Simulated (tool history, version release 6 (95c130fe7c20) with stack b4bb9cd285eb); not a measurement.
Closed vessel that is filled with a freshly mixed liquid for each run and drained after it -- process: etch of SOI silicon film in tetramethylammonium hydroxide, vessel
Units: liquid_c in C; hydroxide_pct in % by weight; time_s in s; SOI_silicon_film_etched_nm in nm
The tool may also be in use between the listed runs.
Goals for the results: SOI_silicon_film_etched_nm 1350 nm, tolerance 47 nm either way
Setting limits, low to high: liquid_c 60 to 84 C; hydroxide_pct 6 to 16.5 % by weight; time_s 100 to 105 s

run,day,liquid_c,hydroxide_pct,time_s,SOI_silicon_film_etched_nm
1,0,73,11,100,807.4
2,0.058,74.5,11,100,882.29
3,0.425,74.5,12.5,100,833.95
4,0.525,74.5,14.5,100,791.72
5,0.65,74.5,14.5,100,778.16
6,0.729,76,14.5,100,869.43
7,1.004,77.5,14.5,100,925.21
8,1.221,78.5,14.5,100,973.45
9,1.342,79.5,14.5,100,1025.6
10,1.654,80.5,14.5,100,1119.3
11,1.9,81,14.5,100,1131.1
12,2.208,81.5,14.5,100,1162
13,2.454,82,14.5,100,1164.9
14,2.642,82.5,14.5,100,1250.4
15,2.767,83.5,14.5,100,1282.5

Which of these 5 next moves meets every target?
A,2.892,81.5,14.5,105,?
B,2.892,83.5,15,100,?
C,2.892,83,13,100,?
D,2.892,83.5,16,100,?
E,2.892,84,13.5,105,?

move,SOI_silicon_film_etched_nm
A,1228.4
B,1280.9
C,1340.4
D,1253.9
E,1460
A: misses by more than the last run did
B: just as far off the targets as the last run
C: every result lands within tolerance
D: misses by more than the last run did
E: carries the result that was furthest off beyond its target, to the other side
Answer: C

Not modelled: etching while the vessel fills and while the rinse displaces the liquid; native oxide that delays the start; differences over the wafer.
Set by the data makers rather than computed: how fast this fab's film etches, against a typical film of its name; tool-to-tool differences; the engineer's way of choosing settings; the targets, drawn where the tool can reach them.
